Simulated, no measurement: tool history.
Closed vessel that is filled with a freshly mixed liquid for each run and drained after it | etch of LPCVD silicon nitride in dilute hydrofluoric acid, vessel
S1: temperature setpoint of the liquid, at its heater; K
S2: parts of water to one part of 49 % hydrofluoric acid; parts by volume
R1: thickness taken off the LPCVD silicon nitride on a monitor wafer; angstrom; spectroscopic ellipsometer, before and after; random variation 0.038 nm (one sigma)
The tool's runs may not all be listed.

{"run": 1, "hour": 0.0, "S1": 297.15, "S2": 60, "time in the liquid (s)": 820, "R1": 64.279}
{"run": 2, "hour": 4.8, "S1": 296.15, "S2": 60, "time in the liquid (s)": 820, "R1": 61.022}
{"run": 3, "hour": 11.4, "S1": 295.15, "S2": 60, "time in the liquid (s)": 820, "R1": 56.926}
{"run": 4, "hour": 15.5, "S1": 295.15, "S2": 70, "time in the liquid (s)": 820, "R1": 48.153}
{"run": 5, "hour": 20.6, "S1": 294.65, "S2": 70, "time in the liquid (s)": 820, "R1": 47.677}
{"run": 6, "hour": 28.8, "S1": 294.65, "S2": 60, "time in the liquid (s)": 820, "R1": 54.324}
{"run": 7, "hour": 35.2, "S1": 294.15, "S2": 60, "time in the liquid (s)": 820, "R1": 52.737}

Run 8 comes next. What will it give?
{"run": 8, "hour": 40.1, "S1": 293.65, "S2": 60, "time in the liquid (s)": 820, "R1": "?"}

R1: 50.796 angstrom
